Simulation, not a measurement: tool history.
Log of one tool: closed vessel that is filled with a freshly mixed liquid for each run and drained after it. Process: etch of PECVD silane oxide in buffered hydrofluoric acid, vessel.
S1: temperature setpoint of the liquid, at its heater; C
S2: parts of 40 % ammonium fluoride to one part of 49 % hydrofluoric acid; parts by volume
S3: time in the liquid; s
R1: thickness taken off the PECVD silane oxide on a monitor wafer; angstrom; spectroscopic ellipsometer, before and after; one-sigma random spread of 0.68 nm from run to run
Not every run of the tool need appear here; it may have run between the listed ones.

{"run": 1, "day": 0.0, "S1": 21, "S2": 13, "S3": 100, "R1": 1782.7}
{"run": 2, "day": 0.054, "S1": 18.5, "S2": 13, "S3": 100, "R1": 1542.9}
{"run": 3, "day": 0.408, "S1": 18, "S2": 14, "S3": 100, "R1": 1398.2}
{"run": 4, "day": 0.617, "S1": 18, "S2": 14, "S3": 100, "R1": 1402.5}
{"run": 5, "day": 0.854, "S1": 17.5, "S2": 14.5, "S3": 100, "R1": 1307.1}
{"run": 6, "day": 1.029, "S1": 17.5, "S2": 14.5, "S3": 105, "R1": 1384.4}
{"run": 7, "day": 1.338, "S1": 17.5, "S2": 15, "S3": 105, "R1": 1327.9}
{"run": 8, "day": 1.471, "S1": 17.5, "S2": 15.5, "S3": 105, "R1": 1291.6}
{"run": 9, "day": 1.512, "S1": 17.5, "S2": 16, "S3": 105, "R1": 1246.2}

Run 10, settings as shown, results not yet in. Your forecast:
{"run": 10, "day": 1.742, "S1": 17.5, "S2": 16.5, "S3": 105, "R1": "?"}

{"run 10": {"R1": 1215.9}}
